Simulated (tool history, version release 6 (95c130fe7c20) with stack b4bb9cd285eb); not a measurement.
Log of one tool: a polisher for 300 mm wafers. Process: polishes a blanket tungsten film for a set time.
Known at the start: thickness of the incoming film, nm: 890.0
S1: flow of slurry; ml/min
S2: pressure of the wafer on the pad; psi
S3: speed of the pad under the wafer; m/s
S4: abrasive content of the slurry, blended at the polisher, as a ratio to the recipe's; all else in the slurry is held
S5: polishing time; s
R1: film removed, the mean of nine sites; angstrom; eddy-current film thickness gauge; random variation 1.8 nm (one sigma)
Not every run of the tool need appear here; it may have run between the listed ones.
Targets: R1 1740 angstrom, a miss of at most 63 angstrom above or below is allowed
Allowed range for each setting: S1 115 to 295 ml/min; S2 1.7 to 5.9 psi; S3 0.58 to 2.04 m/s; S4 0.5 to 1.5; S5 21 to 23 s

run  hour   S1   S2   S3   S4  S5      R1
  1     0  190  3.8  1.3    1  23  1295.3
  2     4  190  3.9  1.3    1  23  1338.8
  3   8.5  190  3.9  1.3    1  21  1216.5
  4   9.6  190    4  1.3    1  21  1256.5
  5  12.9  190    4  1.3  0.9  21  1194.4
  6  16.3  190  3.1  1.3  0.9  21  1015.3
  7  23.2  190  3.4  1.3  0.9  21  1084.6
  8  29.8  190  3.6  1.3  0.9  21  1113.5

Next run, 4 choices. One meets every target within its allowed miss, the rest don't. Which?
  A  36.4  245  4.7   1.9   0.6  23   ?
  B  36.4  200  3.9   1.4  1.25  23   ?
  C  36.4  225  5.2  1.42  0.85  23   ?
  D  36.4  190  4.5  1.66     1  23   ?

move      R1
   A  1840.6
   B  1536.2
   C  1716.8
   D  1833.5
A: the result that was furthest off in the last run now lies on the other side of its target
B: moves toward the targets from the last run without getting all of them in spec
C: in spec on every target
D: the result that was furthest off in the last run now lies on the other side of its target
So the answer is move C, the one that meets all the targets.
